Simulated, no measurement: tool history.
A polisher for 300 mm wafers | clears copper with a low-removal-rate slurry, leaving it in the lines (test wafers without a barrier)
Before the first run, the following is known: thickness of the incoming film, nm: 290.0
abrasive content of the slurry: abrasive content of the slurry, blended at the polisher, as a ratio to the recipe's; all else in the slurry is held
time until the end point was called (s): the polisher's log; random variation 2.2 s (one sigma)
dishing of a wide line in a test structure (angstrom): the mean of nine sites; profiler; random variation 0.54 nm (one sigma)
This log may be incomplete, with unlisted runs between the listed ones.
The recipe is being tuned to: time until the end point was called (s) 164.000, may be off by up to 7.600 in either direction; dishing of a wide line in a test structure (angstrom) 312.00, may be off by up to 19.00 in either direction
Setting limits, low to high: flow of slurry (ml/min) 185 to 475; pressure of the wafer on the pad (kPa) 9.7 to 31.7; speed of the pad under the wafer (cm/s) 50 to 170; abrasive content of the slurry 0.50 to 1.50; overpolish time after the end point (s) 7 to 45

run,hour,flow of slurry (ml/min),pressure of the wafer on the pad (kPa),speed of the pad under the wafer (cm/s),abrasive content of the slurry,overpolish time after the end point (s),time until the end point was called (s),dishing of a wide line in a test structure (angstrom)
1,0.0,305,20.7,110,1.00,23,97.527,412.90
2,8.7,305,20.7,110,1.00,16,97.552,314.56
3,15.6,305,17.9,108,1.00,20,109.850,336.27
4,20.9,305,17.9,94,1.00,20,129.130,305.27
5,26.9,305,17.9,94,0.85,20,133.070,282.87
6,34.4,310,16.5,94,0.90,22,142.620,303.66
7,41.1,310,15.9,94,0.90,23,145.020,309.23
8,45.7,310,15.2,94,0.90,24,146.490,319.37
9,53.2,310,14.5,94,0.90,24,155.790,290.91
10,58.9,310,14.5,94,0.90,25,153.720,309.89

Next run, 4 choices. One meets every target within its allowed miss, the rest don't. Which?
A,64.6,335,13.1,108,1.05,23,?,?
B,64.6,305,15.9,100,0.75,23,?,?
C,64.6,255,13.1,96,1.00,27,?,?
D,64.6,390,13.8,94,1.10,24,?,?

move,time until the end point was called (s),dishing of a wide line in a test structure (angstrom)
A,137.360,299.46
B,143.550,291.89
C,160.260,300.98
D,147.200,293.87
A: further off than the last run
B: further off than the last run
C: every result within its allowed miss
D: further off than the last run
So the answer is move C, the one that meets all the targets.

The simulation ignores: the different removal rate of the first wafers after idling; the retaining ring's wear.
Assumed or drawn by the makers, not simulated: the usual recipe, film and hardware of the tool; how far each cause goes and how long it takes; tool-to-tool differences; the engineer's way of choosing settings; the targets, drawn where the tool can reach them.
